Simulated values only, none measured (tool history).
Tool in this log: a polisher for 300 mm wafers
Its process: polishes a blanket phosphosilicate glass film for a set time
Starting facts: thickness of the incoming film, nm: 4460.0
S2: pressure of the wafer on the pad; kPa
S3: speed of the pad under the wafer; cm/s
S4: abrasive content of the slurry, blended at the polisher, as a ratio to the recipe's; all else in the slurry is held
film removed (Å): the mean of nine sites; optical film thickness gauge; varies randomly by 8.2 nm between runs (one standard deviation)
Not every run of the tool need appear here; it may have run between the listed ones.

Run 1, hour 0.0: flow of slurry (ml/min) 190, S2 18.6 kPa, S3 112 cm/s, S4 1.0, polishing time (s) 64. Result: film removed (Å) 4590.0.
Run 2, hour 5.3: flow of slurry (ml/min) 190, S2 18.6 kPa, S3 98 cm/s, S4 1.0, polishing time (s) 64. Result: film removed (Å) 4120.5.
Run 3, hour 8.4: flow of slurry (ml/min) 190, S2 19.3 kPa, S3 98 cm/s, S4 1.0, polishing time (s) 64. Result: film removed (Å) 4196.8.
Run 4, hour 14.4: flow of slurry (ml/min) 190, S2 20.0 kPa, S3 98 cm/s, S4 1.0, polishing time (s) 64. Result: film removed (Å) 4574.5.
Run 5, hour 19.8: flow of slurry (ml/min) 190, S2 20.7 kPa, S3 98 cm/s, S4 1.0, polishing time (s) 64. Result: film removed (Å) 4691.9.
Run 6, hour 25.9: flow of slurry (ml/min) 190, S2 21.4 kPa, S3 98 cm/s, S4 1.0, polishing time (s) 64. Result: film removed (Å) 4712.3.
Run 7, hour 32.3: flow of slurry (ml/min) 190, S2 22.1 kPa, S3 98 cm/s, S4 1.0, polishing time (s) 64. Result: film removed (Å) 4860.4.
Run 8, hour 40.9: flow of slurry (ml/min) 190, S2 22.8 kPa, S3 98 cm/s, S4 1.0, polishing time (s) 64. Result: film removed (Å) 4920.8.
Run 9, hour 44.9: flow of slurry (ml/min) 190, S2 22.8 kPa, S3 98 cm/s, S4 1.0, polishing time (s) 64. Result: film removed (Å) 5018.5.
Run 10, hour 50.4: flow of slurry (ml/min) 190, S2 23.4 kPa, S3 98 cm/s, S4 1.0, polishing time (s) 64. Result: film removed (Å) 5212.4.
Run 11, hour 56.7: flow of slurry (ml/min) 190, S2 24.1 kPa, S3 98 cm/s, S4 1.0, polishing time (s) 64. Result: film removed (Å) 5354.9.

Expected results for the next run?
Run 12, hour 57.4: flow of slurry (ml/min) 190, S2 24.8 kPa, S3 98 cm/s, S4 1.0, polishing time (s) 64. Result: film removed (Å) ?.

film removed (Å): 5537.3

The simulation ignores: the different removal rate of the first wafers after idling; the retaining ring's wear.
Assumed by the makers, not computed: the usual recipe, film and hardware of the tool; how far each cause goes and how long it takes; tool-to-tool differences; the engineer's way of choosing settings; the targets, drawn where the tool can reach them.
